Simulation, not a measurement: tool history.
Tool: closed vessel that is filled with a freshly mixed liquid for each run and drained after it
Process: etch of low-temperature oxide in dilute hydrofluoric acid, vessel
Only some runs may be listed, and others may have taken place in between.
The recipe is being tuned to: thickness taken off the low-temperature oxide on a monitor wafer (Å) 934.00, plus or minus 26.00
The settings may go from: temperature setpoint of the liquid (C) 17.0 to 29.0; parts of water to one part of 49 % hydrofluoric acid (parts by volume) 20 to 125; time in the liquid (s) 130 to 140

| run | hour | temperature setpoint of the liquid (C) | parts of water to one part of 49 % hydrofluoric acid (parts by volume) | time in the liquid (s) | thickness taken off the low-temperature oxide on a monitor wafer (Å) |
|---|---|---|---|---|---|
| 1 | 0.0 | 21.0 | 70 | 130 | 400.70 |
| 2 | 4.4 | 22.0 | 65 | 130 | 452.21 |
| 3 | 8.9 | 22.0 | 65 | 140 | 484.95 |
| 4 | 17.3 | 22.0 | 75 | 140 | 413.22 |
| 5 | 24.3 | 23.5 | 75 | 140 | 445.55 |
| 6 | 26.1 | 22.0 | 75 | 140 | 418.39 |
| 7 | 27.1 | 26.0 | 45 | 140 | 844.78 |
| 8 | 32.8 | 26.5 | 45 | 140 | 867.97 |
| 9 | 36.7 | 27.5 | 45 | 140 | 910.93 |
| 10 | 45.6 | 27.5 | 45 | 140 | 902.76 |
| 11 | 51.5 | 27.5 | 45 | 140 | 906.07 |

Below are 5 possible settings for the next run. Only one of them brings all results inside the allowed miss of their targets. Which is it?
| A | 57.4 | 29.0 | 45 | 130 | ? |
| B | 57.4 | 28.5 | 45 | 130 | ? |
| C | 57.4 | 25.5 | 45 | 140 | ? |
| D | 57.4 | 28.0 | 45 | 140 | ? |
| E | 57.4 | 26.5 | 45 | 140 | ? |

| move | thickness taken off the low-temperature oxide on a monitor wafer (Å) |
|---|---|
| A | 892.03 |
| B | 874.45 |
| C | 834.31 |
| D | 923.08 |
| E | 868.95 |
A: further off than the last run
B: further off than the last run
C: further off than the last run
D: meets every target
E: further off than the last run
Answer: D

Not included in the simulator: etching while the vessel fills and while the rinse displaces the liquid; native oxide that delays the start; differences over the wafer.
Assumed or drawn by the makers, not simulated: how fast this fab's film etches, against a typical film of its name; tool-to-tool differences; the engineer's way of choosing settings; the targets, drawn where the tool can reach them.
